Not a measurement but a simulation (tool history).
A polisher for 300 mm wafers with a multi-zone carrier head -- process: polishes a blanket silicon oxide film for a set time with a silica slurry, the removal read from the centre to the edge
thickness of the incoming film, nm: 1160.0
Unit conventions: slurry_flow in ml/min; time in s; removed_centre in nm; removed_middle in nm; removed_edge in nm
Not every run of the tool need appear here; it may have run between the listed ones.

run  hour  slurry_flow  centre_zone  middle_zone  edge_zone  slurry_solids  time  removed_centre  removed_middle  removed_edge
  1     0          295            1            1          1              1    56          277.18          279.63        276.31
  2     6          310         1.03         1.05       1.01           1.15    58          312.28          318.59        304.84
  3   7.8          365         1.03         1.05       1.01           1.15    58          322.79          322.44        306.87
  4  15.5          360         1.04         1.08          1           1.25    61           342.1          360.42        334.06
  5  22.3          360         1.12         1.08          1           1.25    61          373.27          353.77        322.71
  6  24.7          365         1.12         1.11       1.01            1.3    63           388.3          386.71        346.49

Estimate the outcome of run 7 from the log above:
  7  29.4          370         1.13         1.13       1.02           1.35    64               ?               ?             ?

{"run 7": {"removed_centre": 399.57, "removed_middle": 398.22, "removed_edge": 354.01}}
